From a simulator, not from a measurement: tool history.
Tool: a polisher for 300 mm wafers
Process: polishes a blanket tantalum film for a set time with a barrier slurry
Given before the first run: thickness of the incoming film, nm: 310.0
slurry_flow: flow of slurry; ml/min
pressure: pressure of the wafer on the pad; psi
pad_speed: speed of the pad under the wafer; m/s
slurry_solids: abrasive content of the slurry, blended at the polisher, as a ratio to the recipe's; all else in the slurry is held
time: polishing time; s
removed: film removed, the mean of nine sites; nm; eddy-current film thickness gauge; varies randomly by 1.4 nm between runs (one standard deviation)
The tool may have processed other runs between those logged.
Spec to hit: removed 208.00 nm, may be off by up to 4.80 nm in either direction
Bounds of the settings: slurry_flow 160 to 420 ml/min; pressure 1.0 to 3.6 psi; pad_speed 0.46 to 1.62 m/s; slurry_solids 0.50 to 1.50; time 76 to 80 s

Run 1, hour 0.0: slurry_flow 270 ml/min, pressure 2.3 psi, pad_speed 1.04 m/s, slurry_solids 1.00, time 76 s. Result: removed 143.62 nm.
Run 2, hour 1.3: slurry_flow 270 ml/min, pressure 2.3 psi, pad_speed 1.04 m/s, slurry_solids 1.00, time 76 s. Result: removed 144.03 nm.
Run 3, hour 7.5: slurry_flow 275 ml/min, pressure 2.4 psi, pad_speed 1.04 m/s, slurry_solids 1.00, time 76 s. Result: removed 149.28 nm.
Run 4, hour 12.5: slurry_flow 275 ml/min, pressure 2.4 psi, pad_speed 1.16 m/s, slurry_solids 1.00, time 76 s. Result: removed 164.85 nm.
Run 5, hour 20.5: slurry_flow 275 ml/min, pressure 2.5 psi, pad_speed 1.16 m/s, slurry_solids 1.00, time 76 s. Result: removed 172.55 nm.
Run 6, hour 21.5: slurry_flow 275 ml/min, pressure 2.2 psi, pad_speed 1.16 m/s, slurry_solids 1.00, time 76 s. Result: removed 150.91 nm.
Run 7, hour 26.5: slurry_flow 300 ml/min, pressure 2.8 psi, pad_speed 1.16 m/s, slurry_solids 1.00, time 76 s. Result: removed 193.07 nm.
Run 8, hour 29.6: slurry_flow 300 ml/min, pressure 2.9 psi, pad_speed 1.16 m/s, slurry_solids 1.00, time 76 s. Result: removed 200.39 nm.

Pick the move, out of 4, that brings all results within their allowed miss; only one does.
Run A, hour 32.7: slurry_flow 305 ml/min, pressure 3.3 psi, pad_speed 1.14 m/s, slurry_solids 0.95, time 77 s. Result: removed ?.
Run B, hour 32.7: slurry_flow 255 ml/min, pressure 3.3 psi, pad_speed 1.20 m/s, slurry_solids 0.70, time 78 s. Result: removed ?.
Run C, hour 32.7: slurry_flow 280 ml/min, pressure 3.1 psi, pad_speed 1.20 m/s, slurry_solids 0.95, time 77 s. Result: removed ?.
Run D, hour 32.7: slurry_flow 320 ml/min, pressure 3.6 psi, pad_speed 0.86 m/s, slurry_solids 1.50, time 79 s. Result: removed ?.

move  removed
   A   222.14
   B   208.53
   C   217.95
   D   215.89
A: takes the biggest miss from the last run beyond its target
B: all results in spec
C: takes the biggest miss from the last run beyond its target
D: takes the biggest miss from the last run beyond its target
Answer: B
